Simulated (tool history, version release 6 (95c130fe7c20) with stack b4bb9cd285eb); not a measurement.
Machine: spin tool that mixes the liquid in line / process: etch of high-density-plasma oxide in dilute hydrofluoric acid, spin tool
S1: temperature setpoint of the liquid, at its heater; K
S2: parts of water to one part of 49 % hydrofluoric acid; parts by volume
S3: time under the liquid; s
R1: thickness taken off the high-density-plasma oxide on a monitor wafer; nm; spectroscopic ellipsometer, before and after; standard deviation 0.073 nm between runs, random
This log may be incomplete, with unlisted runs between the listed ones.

| run | hour | S1 | S2 | S3 | R1 |
|---|---|---|---|---|---|
| 1 | 0.0 | 295.15 | 75 | 270 | 17.462 |
| 2 | 2.1 | 295.15 | 75 | 270 | 17.417 |
| 3 | 9.1 | 295.15 | 60 | 270 | 22.154 |
| 4 | 14.1 | 294.65 | 65 | 270 | 19.795 |
| 5 | 16.7 | 294.65 | 85 | 270 | 14.747 |
| 6 | 18.8 | 294.15 | 85 | 270 | 14.648 |
| 7 | 27.6 | 293.65 | 85 | 270 | 14.330 |

Estimate the outcome of run 8 from the log above:
| 8 | 35.5 | 293.15 | 85 | 270 | ? |

R1: 14.030 nm

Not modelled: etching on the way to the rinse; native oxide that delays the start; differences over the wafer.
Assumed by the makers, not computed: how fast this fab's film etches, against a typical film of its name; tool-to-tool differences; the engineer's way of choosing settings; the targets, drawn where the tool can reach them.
